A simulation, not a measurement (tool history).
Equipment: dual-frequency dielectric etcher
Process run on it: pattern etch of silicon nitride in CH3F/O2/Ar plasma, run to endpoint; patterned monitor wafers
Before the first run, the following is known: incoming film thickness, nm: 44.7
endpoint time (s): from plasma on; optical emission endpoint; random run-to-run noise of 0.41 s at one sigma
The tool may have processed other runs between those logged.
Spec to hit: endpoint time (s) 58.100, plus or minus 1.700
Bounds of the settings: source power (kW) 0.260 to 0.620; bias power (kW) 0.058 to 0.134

| run | hour | source power (kW) | bias power (kW) | endpoint time (s) |
|---|---|---|---|---|
| 1 | 0.0 | 0.440 | 0.096 | 66.348 |
| 2 | 5.6 | 0.520 | 0.096 | 62.621 |
| 3 | 8.4 | 0.520 | 0.107 | 59.875 |
| 4 | 13.0 | 0.520 | 0.091 | 64.244 |
| 5 | 18.8 | 0.530 | 0.093 | 64.387 |
| 6 | 20.5 | 0.480 | 0.093 | 65.326 |
| 7 | 28.9 | 0.490 | 0.095 | 64.515 |
| 8 | 32.6 | 0.490 | 0.095 | 64.088 |
| 9 | 38.6 | 0.580 | 0.104 | 59.481 |

4 next moves are on the table. One of them brings every result within its allowed miss. Which?
| A | 44.6 | 0.550 | 0.099 | ? |
| B | 44.6 | 0.570 | 0.097 | ? |
| C | 44.6 | 0.560 | 0.095 | ? |
| D | 44.6 | 0.620 | 0.108 | ? |

| move | endpoint time (s) |
|---|---|
| A | 61.683 |
| B | 61.595 |
| C | 62.317 |
| D | 58.066 |
A: misses by more than the last run did
B: misses by more than the last run did
C: misses by more than the last run did
D: all results land within tolerance of their targets
D is the move that brings every result within its allowed miss.

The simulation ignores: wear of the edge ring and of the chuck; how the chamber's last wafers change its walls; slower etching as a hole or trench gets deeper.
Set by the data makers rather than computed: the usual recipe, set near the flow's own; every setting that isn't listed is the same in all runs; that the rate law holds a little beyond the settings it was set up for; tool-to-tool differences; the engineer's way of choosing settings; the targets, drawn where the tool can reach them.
